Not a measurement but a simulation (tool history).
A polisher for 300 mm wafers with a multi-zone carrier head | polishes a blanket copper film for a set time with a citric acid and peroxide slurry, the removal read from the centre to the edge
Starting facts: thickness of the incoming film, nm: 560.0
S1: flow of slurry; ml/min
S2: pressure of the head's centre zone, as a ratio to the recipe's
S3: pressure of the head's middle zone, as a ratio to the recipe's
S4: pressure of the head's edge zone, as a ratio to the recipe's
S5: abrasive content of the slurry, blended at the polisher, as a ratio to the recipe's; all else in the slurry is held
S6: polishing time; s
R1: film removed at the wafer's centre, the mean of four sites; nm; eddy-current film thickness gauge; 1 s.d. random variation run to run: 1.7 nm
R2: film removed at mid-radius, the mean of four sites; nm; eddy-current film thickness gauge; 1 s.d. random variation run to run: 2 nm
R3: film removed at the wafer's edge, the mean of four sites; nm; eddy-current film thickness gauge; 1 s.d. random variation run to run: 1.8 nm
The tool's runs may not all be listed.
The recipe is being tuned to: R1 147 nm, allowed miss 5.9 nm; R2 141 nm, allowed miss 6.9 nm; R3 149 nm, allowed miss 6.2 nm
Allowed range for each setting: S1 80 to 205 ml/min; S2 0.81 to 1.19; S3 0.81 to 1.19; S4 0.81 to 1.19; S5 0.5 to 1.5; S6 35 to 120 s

run  hour   S1    S2    S3    S4    S5  S6      R1      R2      R3
  1     0  135     1     1     1     1  77  207.42  205.88  202.15
  2   3.4  135     1  0.96     1     1  77  208.84  196.57  204.68
  3  11.7  135  0.99  0.96  0.99  0.95  76  198.55  196.89  202.84
  4  12.8  135     1  0.96  0.99   0.9  74  194.71  186.62  193.46
  5  17.3  135     1  0.96  0.98  0.85  73  195.29  177.91  182.41
  6  18.7  130  0.99  0.96  0.97   0.8  73  183.65  179.44  184.45
  7  21.1  130  0.99  0.96  0.97  0.75  72  183.18  180.04  178.78
  8    29  130  0.99  0.95  0.96   0.7  71  178.17  173.95  174.89
  9  30.4  130  0.99  0.94  0.96   0.7  70  175.73  170.07   177.3
 10    36  130  0.99  0.94  0.96   0.7  69  172.62  164.52  166.88

4 next moves are on the table. One of them brings every result within its allowed miss. Which?
  A  41.6  145  1.01  0.81  0.85  0.75  63   ?   ?   ?
  B  41.6  130   1.1  0.81  1.01   0.7  59   ?   ?   ?
  C  41.6  145  0.93  0.91  0.95   0.7  60   ?   ?   ?
  D  41.6  120  1.04  0.81  0.97  0.65  62   ?   ?   ?

move      R1      R2      R3
   A  165.21  137.31  152.75
   B  161.96  124.61  149.48
   C  144.31  142.36  150.11
   D  156.91   127.5  151.02
A: gains on the last run, yet a result remains outside its allowed miss
B: gains on the last run, yet a result remains outside its allowed miss
C: every result lands within tolerance
D: gains on the last run, yet a result remains outside its allowed miss
C is the move that brings every result within its allowed miss.
